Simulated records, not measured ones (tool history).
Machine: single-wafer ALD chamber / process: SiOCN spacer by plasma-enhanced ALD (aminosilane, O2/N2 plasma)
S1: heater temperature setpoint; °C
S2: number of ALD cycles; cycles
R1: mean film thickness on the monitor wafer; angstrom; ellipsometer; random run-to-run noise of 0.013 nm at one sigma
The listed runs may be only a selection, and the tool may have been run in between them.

run 1 hour=0 | S1=400 S2=84 | R1=48.886
run 2 hour=6 | S1=394 S2=84 | R1=49.61
run 3 hour=12 | S1=399 S2=84 | R1=48.944
run 4 hour=15.4 | S1=399 S2=79 | R1=46.268
run 5 hour=21.3 | S1=402 S2=77 | R1=44.76
run 6 hour=29.3 | S1=392 S2=77 | R1=45.472
run 7 hour=35.5 | S1=394 S2=75 | R1=44.038
run 8 hour=37.6 | S1=395 S2=74 | R1=43.651

For run 9, what comes out?
run 9 hour=40.3 | S1=397 S2=73 | R1=?

R1: 42.931 angstrom

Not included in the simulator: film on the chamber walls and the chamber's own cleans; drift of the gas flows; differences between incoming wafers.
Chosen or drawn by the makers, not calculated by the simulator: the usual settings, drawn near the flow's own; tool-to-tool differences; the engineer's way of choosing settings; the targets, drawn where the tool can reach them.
